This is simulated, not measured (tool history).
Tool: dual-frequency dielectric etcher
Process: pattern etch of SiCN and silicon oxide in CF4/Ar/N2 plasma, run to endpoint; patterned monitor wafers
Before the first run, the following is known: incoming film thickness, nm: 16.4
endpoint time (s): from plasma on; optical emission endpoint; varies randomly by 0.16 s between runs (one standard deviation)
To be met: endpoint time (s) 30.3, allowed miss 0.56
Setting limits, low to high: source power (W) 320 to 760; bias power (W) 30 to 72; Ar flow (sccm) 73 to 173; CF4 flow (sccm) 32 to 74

{"run": 1, "hour": 0.0, "source power (W)": 540, "bias power (W)": 51, "Ar flow (sccm)": 123, "CF4 flow (sccm)": 53, "endpoint time (s)": 18.075}
{"run": 2, "hour": 3.1, "source power (W)": 540, "bias power (W)": 51, "Ar flow (sccm)": 123, "CF4 flow (sccm)": 56, "endpoint time (s)": 17.656}
{"run": 3, "hour": 5.5, "source power (W)": 520, "bias power (W)": 49, "Ar flow (sccm)": 126, "CF4 flow (sccm)": 56, "endpoint time (s)": 18.567}
{"run": 4, "hour": 6.6, "source power (W)": 500, "bias power (W)": 47, "Ar flow (sccm)": 129, "CF4 flow (sccm)": 55, "endpoint time (s)": 19.685}
{"run": 5, "hour": 12.4, "source power (W)": 480, "bias power (W)": 45, "Ar flow (sccm)": 131, "CF4 flow (sccm)": 55, "endpoint time (s)": 20.842}
{"run": 6, "hour": 17.0, "source power (W)": 480, "bias power (W)": 51, "Ar flow (sccm)": 131, "CF4 flow (sccm)": 55, "endpoint time (s)": 19.961}
{"run": 7, "hour": 20.6, "source power (W)": 460, "bias power (W)": 49, "Ar flow (sccm)": 133, "CF4 flow (sccm)": 55, "endpoint time (s)": 20.751}
{"run": 8, "hour": 29.0, "source power (W)": 440, "bias power (W)": 47, "Ar flow (sccm)": 135, "CF4 flow (sccm)": 55, "endpoint time (s)": 22.071}
{"run": 9, "hour": 34.9, "source power (W)": 430, "bias power (W)": 45, "Ar flow (sccm)": 136, "CF4 flow (sccm)": 55, "endpoint time (s)": 22.849}
{"run": 10, "hour": 36.9, "source power (W)": 320, "bias power (W)": 35, "Ar flow (sccm)": 146, "CF4 flow (sccm)": 54, "endpoint time (s)": 33.054}
{"run": 11, "hour": 38.1, "source power (W)": 320, "bias power (W)": 35, "Ar flow (sccm)": 146, "CF4 flow (sccm)": 54, "endpoint time (s)": 33.198}
{"run": 12, "hour": 46.9, "source power (W)": 330, "bias power (W)": 35, "Ar flow (sccm)": 146, "CF4 flow (sccm)": 54, "endpoint time (s)": 32.608}

Next run, 5 choices. One meets every target within its allowed miss, the rest don't. Which?
{"run": "A", "hour": 55.7, "source power (W)": 360, "bias power (W)": 37, "Ar flow (sccm)": 143, "CF4 flow (sccm)": 46, "endpoint time (s)": "?"}
{"run": "B", "hour": 55.7, "source power (W)": 330, "bias power (W)": 37, "Ar flow (sccm)": 144, "CF4 flow (sccm)": 50, "endpoint time (s)": "?"}
{"run": "C", "hour": 55.7, "source power (W)": 340, "bias power (W)": 35, "Ar flow (sccm)": 155, "CF4 flow (sccm)": 56, "endpoint time (s)": "?"}
{"run": "D", "hour": 55.7, "source power (W)": 320, "bias power (W)": 33, "Ar flow (sccm)": 149, "CF4 flow (sccm)": 55, "endpoint time (s)": "?"}
{"run": "E", "hour": 55.7, "source power (W)": 340, "bias power (W)": 33, "Ar flow (sccm)": 145, "CF4 flow (sccm)": 45, "endpoint time (s)": "?"}

move=A endpoint_time_(s)=30.543
move=B endpoint_time_(s)=32.07
move=C endpoint_time_(s)=31.8
move=D endpoint_time_(s)=34.14
move=E endpoint_time_(s)=34.03
A: in spec on every target
B: an improvement on the last run, though not all results are within tolerance
C: an improvement on the last run, though not all results are within tolerance
D: the biggest miss grows against the last run
E: the biggest miss grows against the last run
A is the move that brings every result within its allowed miss.
